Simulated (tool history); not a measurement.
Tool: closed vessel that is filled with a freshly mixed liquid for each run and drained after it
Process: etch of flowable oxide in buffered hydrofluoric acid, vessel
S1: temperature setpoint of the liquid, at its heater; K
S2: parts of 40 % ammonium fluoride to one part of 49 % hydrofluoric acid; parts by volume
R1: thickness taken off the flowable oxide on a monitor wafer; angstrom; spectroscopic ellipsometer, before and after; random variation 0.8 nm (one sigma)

Run 1, day 0: S1 295.15 K, S2 19 parts by volume, time in the liquid (s) 105. Result: R1 1499.3 angstrom.
Run 2, day 0.312: S1 295.15 K, S2 21.5 parts by volume, time in the liquid (s) 105. Result: R1 1331.4 angstrom.
Run 3, day 0.546: S1 295.15 K, S2 19 parts by volume, time in the liquid (s) 105. Result: R1 1490.2 angstrom.
Run 4, day 0.65: S1 295.15 K, S2 19 parts by volume, time in the liquid (s) 105. Result: R1 1483 angstrom.
Run 5, day 0.933: S1 295.15 K, S2 21 parts by volume, time in the liquid (s) 105. Result: R1 1347.1 angstrom.
Run 6, day 1.192: S1 294.15 K, S2 21 parts by volume, time in the liquid (s) 105. Result: R1 1267.4 angstrom.
Run 7, day 1.517: S1 293.65 K, S2 21 parts by volume, time in the liquid (s) 105. Result: R1 1243.1 angstrom.
Run 8, day 1.871: S1 293.15 K, S2 21 parts by volume, time in the liquid (s) 105. Result: R1 1234.3 angstrom.
Run 9, day 2.142: S1 292.65 K, S2 21.5 parts by volume, time in the liquid (s) 105. Result: R1 1177.4 angstrom.
Run 10, day 2.425: S1 292.15 K, S2 22 parts by volume, time in the liquid (s) 105. Result: R1 1100.7 angstrom.
Run 11, day 2.6: S1 291.65 K, S2 22 parts by volume, time in the liquid (s) 105. Result: R1 1082.7 angstrom.
Run 12, day 2.725: S1 291.15 K, S2 22 parts by volume, time in the liquid (s) 105. Result: R1 1046.5 angstrom.

The next listed run, before its measurement:
Run 13, day 2.883: S1 290.65 K, S2 22 parts by volume, time in the liquid (s) 105. Result: R1 ?.

R1: 1027.1 angstrom
